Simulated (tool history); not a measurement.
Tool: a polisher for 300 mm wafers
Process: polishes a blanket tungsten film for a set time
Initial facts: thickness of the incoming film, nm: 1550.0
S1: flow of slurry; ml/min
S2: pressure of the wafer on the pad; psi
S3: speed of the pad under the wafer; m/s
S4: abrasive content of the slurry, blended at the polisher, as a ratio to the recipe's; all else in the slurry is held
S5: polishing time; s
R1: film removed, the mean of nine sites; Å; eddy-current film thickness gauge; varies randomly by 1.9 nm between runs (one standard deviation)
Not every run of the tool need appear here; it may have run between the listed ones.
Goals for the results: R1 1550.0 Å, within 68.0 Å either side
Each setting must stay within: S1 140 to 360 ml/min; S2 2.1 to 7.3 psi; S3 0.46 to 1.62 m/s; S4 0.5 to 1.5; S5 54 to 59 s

run	day	S1	S2	S3	S4	S5	R1
1	0.000	230	4.7	1.04	1.0	59	3089.1
2	0.179	230	4.1	1.00	1.0	59	2654.7
3	0.542	230	4.8	1.00	1.0	59	3080.3
4	0.671	230	3.7	1.00	1.0	59	2392.9
5	0.842	230	3.7	1.00	1.0	59	2358.9
6	1.183	230	3.3	0.98	1.0	59	2149.0
7	1.317	230	3.0	0.96	1.0	59	1918.2
8	1.354	230	2.1	0.94	1.0	59	1289.6
9	1.625	230	2.2	0.94	1.0	59	1370.2
10	1.996	230	2.2	0.94	1.0	59	1388.1
11	2.054	230	2.3	0.94	1.0	59	1439.1

Which single option among these 4 for the next run brings every result within its allowed miss of target? Just one does.
A	2.112	245	2.3	0.90	1.0	59	?
B	2.112	325	3.1	0.70	1.2	58	?
C	2.112	185	2.2	1.10	1.0	54	?
D	2.112	225	3.7	0.84	0.9	54	?

move	R1
A	1384.9
B	1522.3
C	1419.9
D	1802.4
A: its largest miss is bigger than the last run's
B: every result lands within tolerance
C: its largest miss is bigger than the last run's
D: pushes the last run's worst result past its target
Answer: B
